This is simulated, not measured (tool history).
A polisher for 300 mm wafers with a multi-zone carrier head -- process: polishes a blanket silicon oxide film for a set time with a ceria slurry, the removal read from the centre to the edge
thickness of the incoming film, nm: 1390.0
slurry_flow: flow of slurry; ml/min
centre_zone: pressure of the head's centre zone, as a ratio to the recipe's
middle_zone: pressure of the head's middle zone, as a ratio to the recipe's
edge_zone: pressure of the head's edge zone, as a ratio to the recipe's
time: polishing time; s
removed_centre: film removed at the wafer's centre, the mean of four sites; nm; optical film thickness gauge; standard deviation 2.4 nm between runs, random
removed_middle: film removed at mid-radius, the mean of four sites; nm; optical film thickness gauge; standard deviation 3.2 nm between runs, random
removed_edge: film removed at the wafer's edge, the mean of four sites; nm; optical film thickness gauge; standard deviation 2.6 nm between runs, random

Run 1, hour 0: slurry_flow 130 ml/min, centre_zone 1, middle_zone 1, edge_zone 1, time 56 s. Result: removed_centre 185.09 nm, removed_middle 191.58 nm, removed_edge 191.23 nm.
Run 2, hour 5.7: slurry_flow 130 ml/min, centre_zone 1, middle_zone 1, edge_zone 1, time 70 s. Result: removed_centre 234.35 nm, removed_middle 236.22 nm, removed_edge 237.36 nm.
Run 3, hour 8.8: slurry_flow 130 ml/min, centre_zone 1.03, middle_zone 1, edge_zone 1, time 70 s. Result: removed_centre 234.16 nm, removed_middle 233.94 nm, removed_edge 234.29 nm.
Run 4, hour 11.9: slurry_flow 125 ml/min, centre_zone 1.02, middle_zone 1.02, edge_zone 0.98, time 69 s. Result: removed_centre 228.19 nm, removed_middle 233.24 nm, removed_edge 220.68 nm.
Run 5, hour 15: slurry_flow 125 ml/min, centre_zone 1.02, middle_zone 1.02, edge_zone 0.98, time 75 s. Result: removed_centre 253.22 nm, removed_middle 253.96 nm, removed_edge 244.86 nm.
Run 6, hour 18.5: slurry_flow 125 ml/min, centre_zone 1.05, middle_zone 1.02, edge_zone 0.98, time 75 s. Result: removed_centre 257.07 nm, removed_middle 255.34 nm, removed_edge 245.82 nm.
Run 7, hour 20.1: slurry_flow 120 ml/min, centre_zone 1.02, middle_zone 1.04, edge_zone 0.97, time 74 s. Result: removed_centre 246.47 nm, removed_middle 253 nm, removed_edge 236.19 nm.
Run 8, hour 21.9: slurry_flow 115 ml/min, centre_zone 1, middle_zone 1.05, edge_zone 0.96, time 73 s. Result: removed_centre 234.82 nm, removed_middle 255.34 nm, removed_edge 237.07 nm.

Run 9 has not been measured yet. What should we expect?
Run 9, hour 22.6: slurry_flow 110 ml/min, centre_zone 1, middle_zone 1.06, edge_zone 0.94, time 72 s. Result: removed_centre ?, removed_middle ?, removed_edge ?.

Run 9 yielded removed_centre 223.43 nm, removed_middle 242.14 nm, removed_edge 231.35 nm.

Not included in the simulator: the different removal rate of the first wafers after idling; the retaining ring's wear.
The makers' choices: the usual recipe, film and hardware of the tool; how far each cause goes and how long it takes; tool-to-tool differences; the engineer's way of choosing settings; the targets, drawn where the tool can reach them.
